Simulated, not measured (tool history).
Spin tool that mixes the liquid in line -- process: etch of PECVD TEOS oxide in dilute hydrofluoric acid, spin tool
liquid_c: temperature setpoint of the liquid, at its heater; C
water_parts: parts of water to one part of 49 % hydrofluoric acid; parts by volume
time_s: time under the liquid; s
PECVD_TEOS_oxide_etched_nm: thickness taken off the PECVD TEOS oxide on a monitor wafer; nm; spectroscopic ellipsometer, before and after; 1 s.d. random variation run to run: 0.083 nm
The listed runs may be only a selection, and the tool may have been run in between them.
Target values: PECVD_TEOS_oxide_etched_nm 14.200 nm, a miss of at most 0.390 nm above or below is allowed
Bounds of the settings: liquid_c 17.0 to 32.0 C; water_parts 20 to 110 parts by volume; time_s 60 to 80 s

run 1 day=0.000 | liquid_c=24.0 water_parts=60 time_s=80 | PECVD_TEOS_oxide_etched_nm=21.836
run 2 day=0.254 | liquid_c=21.0 water_parts=60 time_s=80 | PECVD_TEOS_oxide_etched_nm=19.314
run 3 day=0.338 | liquid_c=21.0 water_parts=50 time_s=80 | PECVD_TEOS_oxide_etched_nm=23.556
run 4 day=0.588 | liquid_c=23.5 water_parts=50 time_s=80 | PECVD_TEOS_oxide_etched_nm=25.963
run 5 day=0.725 | liquid_c=23.5 water_parts=30 time_s=80 | PECVD_TEOS_oxide_etched_nm=44.700
run 6 day=0.871 | liquid_c=22.0 water_parts=40 time_s=80 | PECVD_TEOS_oxide_etched_nm=31.057
run 7 day=1.162 | liquid_c=20.5 water_parts=45 time_s=80 | PECVD_TEOS_oxide_etched_nm=25.833
run 8 day=1.388 | liquid_c=19.5 water_parts=50 time_s=80 | PECVD_TEOS_oxide_etched_nm=21.932
run 9 day=1.517 | liquid_c=19.0 water_parts=55 time_s=80 | PECVD_TEOS_oxide_etched_nm=19.661
run 10 day=1.571 | liquid_c=18.5 water_parts=60 time_s=80 | PECVD_TEOS_oxide_etched_nm=17.357
run 11 day=1.596 | liquid_c=18.5 water_parts=60 time_s=80 | PECVD_TEOS_oxide_etched_nm=17.406

Which single option among these 4 for the next run brings every result within its allowed miss of target? Just one does.
run A day=1.621 | liquid_c=18.5 water_parts=65 time_s=75 | PECVD_TEOS_oxide_etched_nm=?
run B day=1.621 | liquid_c=21.0 water_parts=70 time_s=70 | PECVD_TEOS_oxide_etched_nm=?
run C day=1.621 | liquid_c=18.0 water_parts=65 time_s=80 | PECVD_TEOS_oxide_etched_nm=?
run D day=1.621 | liquid_c=18.5 water_parts=65 time_s=65 | PECVD_TEOS_oxide_etched_nm=?

move=A PECVD_TEOS_oxide_etched_nm=14.922
move=B PECVD_TEOS_oxide_etched_nm=14.282
move=C PECVD_TEOS_oxide_etched_nm=15.581
move=D PECVD_TEOS_oxide_etched_nm=12.932
A: nearer the targets than the last run, but a result is still out of spec
B: all results in spec
C: nearer the targets than the last run, but a result is still out of spec
D: takes the biggest miss from the last run beyond its target
B is the move that brings every result within its allowed miss.

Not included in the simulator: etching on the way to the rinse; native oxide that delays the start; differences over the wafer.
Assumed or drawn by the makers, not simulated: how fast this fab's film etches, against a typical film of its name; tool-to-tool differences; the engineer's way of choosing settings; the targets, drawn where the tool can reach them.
